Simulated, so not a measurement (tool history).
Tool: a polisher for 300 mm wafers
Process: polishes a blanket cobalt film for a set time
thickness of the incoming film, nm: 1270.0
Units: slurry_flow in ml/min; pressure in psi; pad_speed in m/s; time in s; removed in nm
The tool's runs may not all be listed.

run  hour  slurry_flow  pressure  pad_speed  time  removed
  1     0          235       1.2       0.86    42    108.3
  2   3.8          235       1.4       0.86    42   126.06
  3   9.2          275       1.4       0.86    42   129.39
  4    18          275       1.4       0.86    38   115.85
  5  20.9          275       1.4       0.88    38   119.24
  6  24.5          255       1.4       0.88    38   117.15

Forecast run 7:
  7  31.1          260       1.4        0.9    38        ?

removed: 121.12 nm
